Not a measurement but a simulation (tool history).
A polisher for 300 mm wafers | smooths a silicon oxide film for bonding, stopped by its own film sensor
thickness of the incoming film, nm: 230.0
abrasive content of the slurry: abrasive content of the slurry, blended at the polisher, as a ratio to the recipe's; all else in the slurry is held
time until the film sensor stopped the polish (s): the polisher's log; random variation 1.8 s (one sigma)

| run | hour | flow of slurry (ml/min) | pressure of the wafer on the pad (psi) | speed of the pad under the wafer (m/s) | abrasive content of the slurry | target thickness at which the film sensor stops the polish (angstrom) | time until the film sensor stopped the polish (s) |
|---|---|---|---|---|---|---|---|
| 1 | 0.0 | 315 | 2.7 | 0.70 | 1.0 | 1670 | 74.611 |
| 2 | 3.8 | 315 | 2.2 | 0.70 | 1.0 | 1670 | 91.074 |
| 3 | 9.7 | 315 | 2.2 | 0.70 | 1.0 | 1670 | 94.137 |
| 4 | 11.6 | 315 | 2.2 | 0.84 | 1.0 | 1670 | 81.144 |
| 5 | 17.5 | 315 | 2.2 | 0.84 | 1.0 | 1670 | 81.562 |
| 6 | 25.5 | 315 | 2.1 | 0.84 | 1.0 | 1670 | 86.362 |
| 7 | 32.6 | 315 | 2.0 | 0.84 | 1.0 | 1670 | 90.740 |
| 8 | 34.1 | 315 | 1.9 | 0.84 | 1.0 | 1670 | 94.032 |
| 9 | 42.3 | 315 | 1.8 | 0.84 | 1.0 | 1670 | 99.542 |

Forecast run 10:
|  | 48.5 | slurry nozzle cleaned |
| 10 | 48.5 | 315 | 1.7 | 0.84 | 1.0 | 1670 | ? |

time until the film sensor stopped the polish (s): 101.620
